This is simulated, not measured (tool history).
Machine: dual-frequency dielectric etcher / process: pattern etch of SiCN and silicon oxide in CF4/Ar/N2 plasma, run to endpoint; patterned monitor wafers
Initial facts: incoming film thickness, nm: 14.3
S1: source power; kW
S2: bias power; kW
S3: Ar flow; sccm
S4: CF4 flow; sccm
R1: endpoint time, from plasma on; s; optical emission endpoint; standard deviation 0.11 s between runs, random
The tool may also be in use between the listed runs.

run 1 hour=0.0 | S1=0.550 S2=0.053 S3=91 S4=66 | R1=17.909
run 2 hour=3.8 | S1=0.470 S2=0.053 S3=91 S4=66 | R1=19.524
run 3 hour=4.4 | S1=0.520 S2=0.054 S3=91 S4=66 | R1=18.234
run 4 hour=7.4 | S1=0.520 S2=0.054 S3=84 S4=66 | R1=18.198
run 5 hour=13.7 | S1=0.520 S2=0.054 S3=74 S4=66 | R1=17.651
run 6 hour=19.5 | S1=0.520 S2=0.051 S3=74 S4=66 | R1=17.807

Expected results for the next run?
run 7 hour=27.5 | S1=0.520 S2=0.051 S3=74 S4=66 | R1=?

{"run 7": {"R1": 17.81}}
